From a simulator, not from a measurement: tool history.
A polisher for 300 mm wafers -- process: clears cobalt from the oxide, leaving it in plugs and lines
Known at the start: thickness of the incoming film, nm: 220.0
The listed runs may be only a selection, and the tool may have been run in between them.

run  hour  flow of slurry (ml/min)  pressure of the wafer on the pad (psi)  speed of the pad under the wafer (m/s)  overpolish time after the end point (s)  time until the end point was called (s)  dishing of a wide line in a test structure (Å)
  1     0                      265                                       2                                    0.92                                       21                                   57.375                                          451.29
  2   6.9                      215                                       2                                    0.92                                       21                                   56.586                                          448.11
  3  12.8                      215                                     1.8                                    0.92                                       21                                   63.956                                          411.66
  4  18.1                      215                                       2                                    0.92                                       22                                   58.305                                          464.12
  5  25.1                      215                                       2                                    0.92                                       31                                    55.82                                          541.21
  6  29.9                      215                                     2.1                                    0.92                                       30                                   54.956                                          544.74
  7  35.4                      215                                     2.2                                    0.92                                       29                                   52.785                                          543.12

For run 8, what comes out?
     41.8  -- worn pad replaced by a new one
  8  41.8                      215                                     2.3                                    0.92                                       28                                        ?                                               ?

time until the end point was called (s): 45.188
dishing of a wide line in a test structure (Å): 557

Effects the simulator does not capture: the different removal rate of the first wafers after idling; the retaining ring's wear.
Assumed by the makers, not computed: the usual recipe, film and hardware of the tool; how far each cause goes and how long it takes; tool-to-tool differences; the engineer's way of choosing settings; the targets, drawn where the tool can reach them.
